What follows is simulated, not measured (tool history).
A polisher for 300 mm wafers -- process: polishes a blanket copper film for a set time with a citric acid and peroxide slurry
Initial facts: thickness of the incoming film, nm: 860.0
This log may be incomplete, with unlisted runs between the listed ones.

| run | day | flow of slurry (ml/min) | pressure of the wafer on the pad (psi) | speed of the pad under the wafer (m/s) | abrasive content of the slurry | polishing time (s) | film removed (Å) |
|---|---|---|---|---|---|---|---|
| 1 | 0 | 135 | 3.2 | 1.16 | 1 | 75 | 1883.4 |
| 2 | 0.167 | 135 | 3 | 1.14 | 1 | 75 | 1743.7 |
| 3 | 0.429 | 165 | 3 | 1.14 | 1 | 75 | 1789 |
| 4 | 0.704 | 165 | 3 | 1.34 | 1 | 75 | 2095.4 |
| 5 | 1 | 165 | 2.8 | 1.3 | 1 | 75 | 1892.3 |
| 6 | 1.179 | 165 | 2.6 | 1.26 | 1 | 75 | 1716.6 |
| 7 | 1.254 | 165 | 2.5 | 1.22 | 1 | 75 | 1588.5 |
| 8 | 1.525 | 165 | 2.4 | 1.2 | 1 | 75 | 1525.8 |
| 9 | 1.75 | 165 | 2.3 | 1.18 | 1 | 75 | 1411.2 |

Run 10 has not been measured yet. What should we expect?
| 10 | 1.825 | 165 | 2.2 | 1.16 | 1 | 75 | ? |

{"run 10": {"film removed (Å)": 1339.7}}

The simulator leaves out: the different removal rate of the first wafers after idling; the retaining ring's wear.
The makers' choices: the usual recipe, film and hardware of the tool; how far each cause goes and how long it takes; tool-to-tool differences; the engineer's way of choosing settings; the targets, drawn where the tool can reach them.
